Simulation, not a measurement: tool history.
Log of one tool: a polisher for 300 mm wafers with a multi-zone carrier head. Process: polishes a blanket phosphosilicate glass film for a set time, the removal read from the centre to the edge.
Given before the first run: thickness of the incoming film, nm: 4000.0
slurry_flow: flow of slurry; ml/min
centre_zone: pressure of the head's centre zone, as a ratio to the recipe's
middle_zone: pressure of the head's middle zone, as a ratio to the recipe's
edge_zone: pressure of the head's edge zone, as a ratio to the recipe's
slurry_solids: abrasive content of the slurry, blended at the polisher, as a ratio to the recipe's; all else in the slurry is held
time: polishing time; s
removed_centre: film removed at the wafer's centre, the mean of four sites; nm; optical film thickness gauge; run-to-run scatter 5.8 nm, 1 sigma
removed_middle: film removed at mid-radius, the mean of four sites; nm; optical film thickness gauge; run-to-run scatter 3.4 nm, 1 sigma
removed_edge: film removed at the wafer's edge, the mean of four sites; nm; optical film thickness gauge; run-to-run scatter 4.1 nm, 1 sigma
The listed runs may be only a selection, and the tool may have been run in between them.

| run | hour | slurry_flow | centre_zone | middle_zone | edge_zone | slurry_solids | time | removed_centre | removed_middle | removed_edge |
|---|---|---|---|---|---|---|---|---|---|---|
| 1 | 0.0 | 280 | 1.00 | 1.00 | 1.00 | 1.00 | 35 | 286.50 | 281.74 | 286.67 |
| 2 | 0.8 | 280 | 1.07 | 1.00 | 1.00 | 1.00 | 35 | 308.53 | 280.97 | 289.33 |
| 3 | 7.9 | 280 | 1.07 | 1.00 | 1.00 | 0.90 | 35 | 286.29 | 267.03 | 270.10 |
| 4 | 14.3 | 280 | 1.07 | 1.00 | 1.00 | 0.80 | 35 | 279.70 | 251.70 | 257.32 |
| 5 | 20.2 | 280 | 1.07 | 1.04 | 1.00 | 0.80 | 35 | 269.92 | 259.70 | 256.49 |
| 6 | 27.0 | 345 | 1.07 | 1.04 | 1.00 | 0.80 | 35 | 283.15 | 268.67 | 255.91 |
| 7 | 28.1 | 345 | 1.09 | 1.04 | 1.02 | 0.95 | 35 | 308.84 | 289.15 | 282.14 |
| 8 | 35.3 | 350 | 1.11 | 1.05 | 1.03 | 1.05 | 35 | 337.33 | 303.73 | 296.60 |
| 9 | 38.0 | 345 | 1.11 | 1.06 | 1.04 | 1.15 | 35 | 341.12 | 319.29 | 312.99 |
| 10 | 41.5 | 350 | 1.13 | 1.07 | 1.05 | 1.20 | 35 | 353.35 | 328.25 | 315.92 |
| 11 | 47.1 | 355 | 1.14 | 1.07 | 1.06 | 1.25 | 35 | 364.73 | 339.60 | 332.68 |

What will run 12 give?
| 12 | 51.7 | 360 | 1.15 | 1.07 | 1.06 | 1.30 | 35 | ? | ? | ? |

removed_centre: 380.34 nm
removed_middle: 338.13 nm
removed_edge: 338.28 nm

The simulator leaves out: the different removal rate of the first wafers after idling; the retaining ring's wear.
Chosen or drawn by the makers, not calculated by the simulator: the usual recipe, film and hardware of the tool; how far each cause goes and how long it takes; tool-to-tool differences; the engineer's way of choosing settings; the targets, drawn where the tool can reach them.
